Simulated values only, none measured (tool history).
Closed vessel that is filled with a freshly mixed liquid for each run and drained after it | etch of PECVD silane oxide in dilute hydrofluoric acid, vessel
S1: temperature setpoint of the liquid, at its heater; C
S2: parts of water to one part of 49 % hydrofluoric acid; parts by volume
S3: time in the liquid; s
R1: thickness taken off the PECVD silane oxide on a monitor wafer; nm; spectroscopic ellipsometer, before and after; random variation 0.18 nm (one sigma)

| run | hour | S1 | S2 | S3 | R1 |
|---|---|---|---|---|---|
| 1 | 0.0 | 20.0 | 200 | 100 | 10.378 |
| 2 | 6.2 | 21.5 | 180 | 100 | 12.152 |
| 3 | 10.1 | 24.0 | 180 | 100 | 13.523 |
| 4 | 19.4 | 24.0 | 135 | 100 | 19.096 |
| 5 | 26.0 | 24.0 | 190 | 100 | 12.662 |
| 6 | 34.6 | 24.5 | 175 | 100 | 14.386 |
| 7 | 35.4 | 25.0 | 165 | 100 | 15.698 |
| 8 | 41.0 | 25.5 | 155 | 100 | 17.076 |
| 9 | 46.4 | 26.0 | 145 | 100 | 18.766 |
| 10 | 48.9 | 26.5 | 140 | 100 | 20.109 |
| 11 | 57.6 | 27.0 | 135 | 100 | 21.223 |
| 12 | 64.9 | 28.0 | 105 | 100 | 29.631 |
| 13 | 72.9 | 28.0 | 105 | 100 | 29.498 |
| 14 | 78.9 | 27.5 | 105 | 100 | 29.496 |
| 15 | 86.9 | 27.0 | 105 | 100 | 28.577 |

The next listed run, before its measurement:
| 16 | 94.9 | 26.5 | 105 | 100 | ? |

{"run 16": {"R1": 27.608}}

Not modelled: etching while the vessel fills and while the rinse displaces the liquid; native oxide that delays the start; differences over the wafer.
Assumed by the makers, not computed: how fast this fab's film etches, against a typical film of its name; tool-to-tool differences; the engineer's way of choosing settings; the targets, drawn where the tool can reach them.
